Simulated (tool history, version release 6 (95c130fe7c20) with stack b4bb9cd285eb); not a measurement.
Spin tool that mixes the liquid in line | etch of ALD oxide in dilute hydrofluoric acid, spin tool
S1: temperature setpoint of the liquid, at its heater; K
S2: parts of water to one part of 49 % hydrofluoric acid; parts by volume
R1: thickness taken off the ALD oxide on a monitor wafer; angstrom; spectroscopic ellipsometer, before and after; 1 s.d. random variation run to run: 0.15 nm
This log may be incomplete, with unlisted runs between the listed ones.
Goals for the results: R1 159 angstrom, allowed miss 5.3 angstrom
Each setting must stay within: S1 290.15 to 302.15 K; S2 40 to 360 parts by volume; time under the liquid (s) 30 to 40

run 1 day=0 | S1=294.15 S2=200 time_under_the_liquid_(s)=40 | R1=52.536
run 2 day=0.029 | S1=294.15 S2=200 time_under_the_liquid_(s)=40 | R1=52.409
run 3 day=0.154 | S1=296.15 S2=200 time_under_the_liquid_(s)=40 | R1=56
run 4 day=0.35 | S1=299.15 S2=200 time_under_the_liquid_(s)=40 | R1=62.495
run 5 day=0.438 | S1=299.15 S2=245 time_under_the_liquid_(s)=40 | R1=50.095
run 6 day=0.608 | S1=300.15 S2=190 time_under_the_liquid_(s)=40 | R1=70.936
run 7 day=0.792 | S1=300.65 S2=155 time_under_the_liquid_(s)=40 | R1=90.573
run 8 day=1.004 | S1=301.15 S2=135 time_under_the_liquid_(s)=40 | R1=108.46
run 9 day=1.246 | S1=301.65 S2=120 time_under_the_liquid_(s)=40 | R1=127.08
run 10 day=1.442 | S1=301.65 S2=110 time_under_the_liquid_(s)=40 | R1=144.25
run 11 day=1.588 | S1=301.65 S2=105 time_under_the_liquid_(s)=40 | R1=146.68

Below are 5 possible settings for the next run. Only one of them brings all results inside the allowed miss of their targets. Which is it?
run A day=1.733 | S1=302.15 S2=100 time_under_the_liquid_(s)=40 | R1=?
run B day=1.733 | S1=302.15 S2=95 time_under_the_liquid_(s)=30 | R1=?
run C day=1.733 | S1=302.15 S2=95 time_under_the_liquid_(s)=40 | R1=?
run D day=1.733 | S1=302.15 S2=110 time_under_the_liquid_(s)=40 | R1=?
run E day=1.733 | S1=296.15 S2=75 time_under_the_liquid_(s)=40 | R1=?

move=A R1=157.55
move=B R1=125.25
move=C R1=167
move=D R1=141.28
move=E R1=171.5
A: all results in spec
B: moves away from the targets compared with the last run
C: takes the result that was furthest off past its target
D: moves away from the targets compared with the last run
E: takes the result that was furthest off past its target
Correct choice: A, which meets every target

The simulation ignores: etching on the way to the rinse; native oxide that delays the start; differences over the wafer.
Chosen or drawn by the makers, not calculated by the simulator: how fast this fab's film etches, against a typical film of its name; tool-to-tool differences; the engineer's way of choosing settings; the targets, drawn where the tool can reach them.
